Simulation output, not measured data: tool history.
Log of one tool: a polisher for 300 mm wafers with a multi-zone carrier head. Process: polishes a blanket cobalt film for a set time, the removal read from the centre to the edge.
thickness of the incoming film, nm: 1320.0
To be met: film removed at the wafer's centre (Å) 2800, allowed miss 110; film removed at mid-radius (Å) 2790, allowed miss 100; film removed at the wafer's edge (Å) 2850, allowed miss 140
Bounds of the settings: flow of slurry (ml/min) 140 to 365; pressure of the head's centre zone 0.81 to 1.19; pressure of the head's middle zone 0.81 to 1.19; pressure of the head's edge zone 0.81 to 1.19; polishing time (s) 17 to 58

run  hour  flow of slurry (ml/min)  pressure of the head's centre zone  pressure of the head's middle zone  pressure of the head's edge zone  polishing time (s)  film removed at the wafer's centre (Å)  film removed at mid-radius (Å)  film removed at the wafer's edge (Å)
  1     0                      235                                   1                                   1                                 1                  37                                  2337.8                          2326.2                                2433.6
  2   7.5                      235                                1.07                                   1                                 1                  37                                  2473.7                            2304                                2422.4
  3    11                      235                                1.07                                   1                              1.07                  37                                  2539.4                            2315                                2519.4
  4  11.5                      235                                1.07                                   1                              1.15                  37                                  2488.3                            2318                                2621.7
  5  19.7                      240                                1.08                                1.03                              1.16                  38                                  2570.1                          2412.8                                2682.6
  6  26.3                      245                                1.08                                1.05                              1.16                  39                                  2630.1                          2567.8                                2803.4
  7  28.2                      250                                1.09                                1.06                              1.15                  39                                  2688.6                          2596.9                                2789.1
  8  35.5                      255                                1.09                                1.07                              1.15                  39                                  2715.5                          2577.8                                2771.1
  9  37.3                      255                                1.09                                1.09                              1.15                  39                                  2730.5                            2596                                2765.5
 10  38.4                      260                                1.09                                1.11                              1.15                  39                                    2674                            2672                                2819.3

Which of these 5 next moves meets every target?
  A  39.5                      305                                0.96                                1.03                              1.19                  40                                       ?                               ?                                     ?
  B  39.5                      265                                1.07                                1.09                               1.1                  41                                       ?                               ?                                     ?
  C  39.5                      255                                0.95                                0.99                              1.19                  40                                       ?                               ?                                     ?
  D  39.5                      255                                1.02                                1.01                              1.19                  39                                       ?                               ?                                     ?
  E  39.5                      230                                1.02                                1.06                              1.19                  39                                       ?                               ?                                     ?

move  film removed at the wafer's centre (Å)  film removed at mid-radius (Å)  film removed at the wafer's edge (Å)
   A                                  2516.1                          2656.4                                2935.2
   B                                  2771.6                          2813.2                                2850.3
   C                                  2439.7                          2518.5                                2892.8
   D                                  2520.5                          2496.6                                2819.7
   E                                  2483.8                          2566.3                                2789.5
A: further off than the last run
B: meets every target
C: further off than the last run
D: further off than the last run
E: further off than the last run
Move B is the one to make.
